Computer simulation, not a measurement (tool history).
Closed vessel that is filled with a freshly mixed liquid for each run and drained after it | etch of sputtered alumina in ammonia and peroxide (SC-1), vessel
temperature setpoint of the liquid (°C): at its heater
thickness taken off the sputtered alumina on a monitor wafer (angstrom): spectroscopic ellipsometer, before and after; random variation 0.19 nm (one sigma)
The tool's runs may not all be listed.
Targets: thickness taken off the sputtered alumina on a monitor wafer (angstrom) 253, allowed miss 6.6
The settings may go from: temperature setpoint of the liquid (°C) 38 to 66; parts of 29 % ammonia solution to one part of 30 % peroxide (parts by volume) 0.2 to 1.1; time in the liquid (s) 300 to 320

run	hour	temperature setpoint of the liquid (°C)	parts of 29 % ammonia solution to one part of 30 % peroxide (parts by volume)	time in the liquid (s)	thickness taken off the sputtered alumina on a monitor wafer (angstrom)
1	0	50	0.6	300	123.91
2	4.9	52.5	0.6	300	143.39
3	6.3	52.5	0.6	320	151.81
4	14.5	52.5	0.5	320	149.58
5	18.4	52.5	0.4	320	146.16
6	23.6	52.5	0.4	320	146.73
7	29.8	54.5	0.4	320	164.63
8	38.1	56	0.4	320	177.59
9	43	57.5	0.4	320	188.19

4 next moves are on the table. One of them brings every result within its allowed miss. Which?
A	47.9	64.5	0.5	320	?
B	47.9	54.5	0.2	320	?
C	47.9	60.5	0.4	320	?
D	47.9	63	0.35	320	?

move	thickness taken off the sputtered alumina on a monitor wafer (angstrom)
A	279.88
B	153.23
C	223.92
D	251.03
A: takes the result that was furthest off past its target
B: further off than the last run
C: nearer than the last run, and not there yet
D: meets every target
Answer: D
